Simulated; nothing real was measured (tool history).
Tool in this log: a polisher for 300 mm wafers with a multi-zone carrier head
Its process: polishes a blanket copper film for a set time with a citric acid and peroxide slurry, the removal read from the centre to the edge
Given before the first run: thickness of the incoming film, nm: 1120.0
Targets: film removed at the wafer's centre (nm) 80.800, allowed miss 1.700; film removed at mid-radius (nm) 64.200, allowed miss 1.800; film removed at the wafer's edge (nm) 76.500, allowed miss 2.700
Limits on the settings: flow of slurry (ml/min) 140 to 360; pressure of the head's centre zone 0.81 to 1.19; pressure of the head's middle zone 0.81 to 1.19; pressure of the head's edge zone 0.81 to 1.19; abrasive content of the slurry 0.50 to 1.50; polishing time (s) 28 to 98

run	hour	flow of slurry (ml/min)	pressure of the head's centre zone	pressure of the head's middle zone	pressure of the head's edge zone	abrasive content of the slurry	polishing time (s)	film removed at the wafer's centre (nm)	film removed at mid-radius (nm)	film removed at the wafer's edge (nm)
1	0.0	230	1.00	1.00	1.00	1.00	63	125.490	113.960	117.600
2	7.6	255	1.00	1.00	1.00	1.00	63	126.900	115.690	115.640
3	8.7	255	1.00	1.00	1.00	1.00	57	115.650	105.230	103.440
4	12.4	255	1.00	0.96	1.00	1.00	57	115.170	101.220	104.410
5	15.9	210	1.00	0.96	1.00	1.00	57	111.160	98.281	101.920
6	22.6	210	1.00	0.96	1.00	1.20	57	116.950	102.780	107.210
7	29.6	205	1.00	0.94	1.00	1.10	56	112.020	96.358	102.440
8	33.3	200	1.00	0.92	1.00	1.05	55	108.030	91.959	98.483
9	35.0	195	1.00	0.91	1.01	1.00	54	104.430	87.351	98.240
10	43.0	190	1.00	0.90	1.00	0.95	53	100.790	84.448	93.120
11	51.0	185	0.99	0.81	1.10	0.70	44	77.566	60.027	76.367
12	58.9	190	0.99	0.81	1.10	0.70	44	77.924	60.253	75.764
# hour 64.4: centre zone pressure recalibrated
13	64.4	195	0.99	0.81	1.10	0.70	44	72.393	60.134	77.255
14	70.3	195	1.00	0.82	1.10	0.70	44	72.337	60.746	76.097
15	71.1	190	0.99	0.82	1.09	0.70	44	71.428	60.262	75.555
16	74.8	195	1.00	0.82	1.09	0.70	44	72.342	60.942	75.522
17	76.6	190	1.00	0.83	1.09	0.70	44	71.837	60.347	75.085
18	82.7	255	1.08	0.84	1.07	0.65	44	78.609	63.755	76.293

Consider the 5 candidate settings below. Which is the only one whose results all fall within their allowed miss of target?
A	88.8	140	1.14	0.89	1.10	1.05	42	?	?	?
B	88.8	255	1.05	0.83	1.11	0.75	42	?	?	?
C	88.8	265	1.10	0.84	1.06	0.90	41	?	?	?
D	88.8	215	1.09	0.86	1.09	0.65	44	?	?	?
E	88.8	255	1.03	0.85	1.05	0.75	43	?	?	?

move	film removed at the wafer's centre (nm)	film removed at mid-radius (nm)	film removed at the wafer's edge (nm)
A	77.512	63.709	75.069
B	76.029	62.144	75.705
C	80.545	64.057	75.503
D	77.503	63.488	74.879
E	76.693	64.888	75.460
A: lands further from the targets than the last run did
B: lands further from the targets than the last run did
C: all results land within tolerance of their targets
D: lands further from the targets than the last run did
E: lands further from the targets than the last run did
The move that meets every target is C.
